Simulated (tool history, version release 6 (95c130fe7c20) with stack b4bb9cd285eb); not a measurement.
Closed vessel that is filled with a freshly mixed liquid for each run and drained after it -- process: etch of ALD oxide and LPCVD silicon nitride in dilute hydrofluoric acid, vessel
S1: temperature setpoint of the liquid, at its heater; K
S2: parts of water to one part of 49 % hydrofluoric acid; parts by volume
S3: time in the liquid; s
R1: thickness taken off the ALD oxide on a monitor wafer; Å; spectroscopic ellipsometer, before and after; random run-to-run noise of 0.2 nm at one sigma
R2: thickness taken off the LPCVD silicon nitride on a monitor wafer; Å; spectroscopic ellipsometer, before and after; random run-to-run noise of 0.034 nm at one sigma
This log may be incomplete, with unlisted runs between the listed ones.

{"run": 1, "day": 0.0, "S1": 295.15, "S2": 240, "S3": 355, "R1": 278.3, "R2": 5.5987}
{"run": 2, "day": 0.088, "S1": 296.15, "S2": 230, "S3": 350, "R1": 302.18, "R2": 5.7112}
{"run": 3, "day": 0.238, "S1": 298.15, "S2": 230, "S3": 350, "R1": 324.7, "R2": 7.1385}
{"run": 4, "day": 0.417, "S1": 298.15, "S2": 215, "S3": 345, "R1": 344.73, "R2": 7.5035}
{"run": 5, "day": 0.6, "S1": 298.15, "S2": 160, "S3": 345, "R1": 501.08, "R2": 9.0007}
{"run": 6, "day": 0.792, "S1": 298.15, "S2": 160, "S3": 490, "R1": 709.62, "R2": 11.442}
{"run": 7, "day": 1.092, "S1": 296.65, "S2": 175, "S3": 490, "R1": 595.71, "R2": 11.914}
{"run": 8, "day": 1.258, "S1": 295.15, "S2": 180, "S3": 485, "R1": 536.7, "R2": 10.49}
{"run": 9, "day": 1.508, "S1": 294.15, "S2": 185, "S3": 480, "R1": 500.06, "R2": 7.9068}

Expected results for the next run?
{"run": 10, "day": 1.792, "S1": 293.65, "S2": 190, "S3": 485, "R1": "?", "R2": "?"}

Run 10 gave R1 482.83 Å, R2 8.6861 Å.

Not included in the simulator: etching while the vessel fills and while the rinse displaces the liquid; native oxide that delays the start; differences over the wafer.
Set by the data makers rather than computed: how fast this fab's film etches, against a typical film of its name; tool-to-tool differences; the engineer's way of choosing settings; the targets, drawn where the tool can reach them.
